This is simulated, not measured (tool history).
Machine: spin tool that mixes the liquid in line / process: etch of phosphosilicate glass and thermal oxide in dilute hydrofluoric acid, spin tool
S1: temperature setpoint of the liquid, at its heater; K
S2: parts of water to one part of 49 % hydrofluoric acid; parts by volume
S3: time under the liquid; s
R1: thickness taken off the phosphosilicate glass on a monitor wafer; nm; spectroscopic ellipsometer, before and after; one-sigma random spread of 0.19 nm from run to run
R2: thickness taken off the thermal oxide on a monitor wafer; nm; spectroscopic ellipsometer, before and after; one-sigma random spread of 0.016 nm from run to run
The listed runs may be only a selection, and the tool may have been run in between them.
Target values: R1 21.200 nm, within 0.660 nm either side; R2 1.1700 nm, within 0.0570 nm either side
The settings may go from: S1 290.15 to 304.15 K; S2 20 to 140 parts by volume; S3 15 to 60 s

{"run": 1, "day": 0.0, "S1": 296.15, "S2": 75, "S3": 30, "R1": 35.42, "R2": 1.959}
{"run": 2, "day": 0.367, "S1": 293.65, "S2": 75, "S3": 30, "R1": 32.34, "R2": 1.7936}
{"run": 3, "day": 0.729, "S1": 292.65, "S2": 80, "S3": 30, "R1": 28.487, "R2": 1.5796}
{"run": 4, "day": 1.083, "S1": 294.15, "S2": 80, "S3": 30, "R1": 30.557, "R2": 1.6579}
{"run": 5, "day": 1.125, "S1": 291.15, "S2": 80, "S3": 30, "R1": 27.037, "R2": 1.4407}
{"run": 6, "day": 1.154, "S1": 291.15, "S2": 85, "S3": 30, "R1": 25.271, "R2": 1.3822}
{"run": 7, "day": 1.258, "S1": 291.15, "S2": 90, "S3": 30, "R1": 23.309, "R2": 1.2939}
{"run": 8, "day": 1.388, "S1": 290.65, "S2": 90, "S3": 30, "R1": 23.501, "R2": 1.3085}

Consider the 4 candidate settings below. Which is the only one whose results all fall within their allowed miss of target?
{"run": "A", "day": 1.517, "S1": 296.15, "S2": 95, "S3": 25, "R1": "?", "R2": "?"}
{"run": "B", "day": 1.517, "S1": 293.15, "S2": 115, "S3": 35, "R1": "?", "R2": "?"}
{"run": "C", "day": 1.517, "S1": 290.65, "S2": 105, "S3": 35, "R1": "?", "R2": "?"}
{"run": "D", "day": 1.517, "S1": 291.15, "S2": 85, "S3": 25, "R1": "?", "R2": "?"}

move=A R1=22.825 R2=1.2661
move=B R1=22.854 R2=1.2678
move=C R1=22.819 R2=1.2658
move=D R1=21.005 R2=1.1652
A: moves toward the targets from the last run without getting all of them in spec
B: moves toward the targets from the last run without getting all of them in spec
C: moves toward the targets from the last run without getting all of them in spec
D: all results land within tolerance of their targets
The move that meets every target is D.
